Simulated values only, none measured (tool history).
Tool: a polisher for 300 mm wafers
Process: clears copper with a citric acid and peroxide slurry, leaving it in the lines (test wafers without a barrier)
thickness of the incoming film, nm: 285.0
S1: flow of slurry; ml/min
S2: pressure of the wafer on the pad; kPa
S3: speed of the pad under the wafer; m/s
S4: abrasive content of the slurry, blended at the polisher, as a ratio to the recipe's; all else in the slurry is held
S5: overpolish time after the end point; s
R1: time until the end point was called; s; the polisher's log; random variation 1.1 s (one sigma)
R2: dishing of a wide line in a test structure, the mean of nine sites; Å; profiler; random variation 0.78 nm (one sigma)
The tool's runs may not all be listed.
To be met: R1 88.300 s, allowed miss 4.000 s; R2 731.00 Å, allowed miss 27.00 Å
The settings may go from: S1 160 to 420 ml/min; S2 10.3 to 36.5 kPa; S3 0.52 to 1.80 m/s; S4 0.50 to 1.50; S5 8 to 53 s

run	hour	S1	S2	S3	S4	S5	R1	R2
1	0.0	270	23.4	1.16	1.00	27	90.130	503.75
2	7.2	270	26.2	1.16	1.00	27	80.289	554.83
3	12.9	270	26.2	1.16	1.00	29	81.845	578.07
4	18.3	270	26.2	1.16	1.00	30	81.684	592.12
5	24.0	270	26.2	1.16	1.00	31	80.426	615.88
6	31.9	270	24.1	1.16	1.00	31	87.345	582.76
7	39.1	270	24.1	1.16	1.00	32	87.936	596.48
# hour 40.2: head pressure recalibrated
8	40.2	270	24.1	1.16	1.00	33	95.952	560.86
9	44.2	270	27.6	1.16	1.00	41	84.429	739.80

5 next moves are on the table. One of them brings every result within its allowed miss. Which?
A	48.2	325	29.0	1.46	0.55	39	?	?
B	48.2	270	25.5	1.20	0.95	44	?	?
C	48.2	265	29.0	1.14	1.05	39	?	?
D	48.2	290	25.5	1.30	0.95	40	?	?
E	48.2	280	24.8	1.10	1.05	53	?	?

move	R1	R2
A	79.531	731.83
B	87.940	736.25
C	78.722	737.67
D	81.618	725.62
E	93.731	797.40
A: further off than the last run
B: meets every target
C: further off than the last run
D: further off than the last run
E: takes the result that was furthest off past its target
Move B is the one to make.
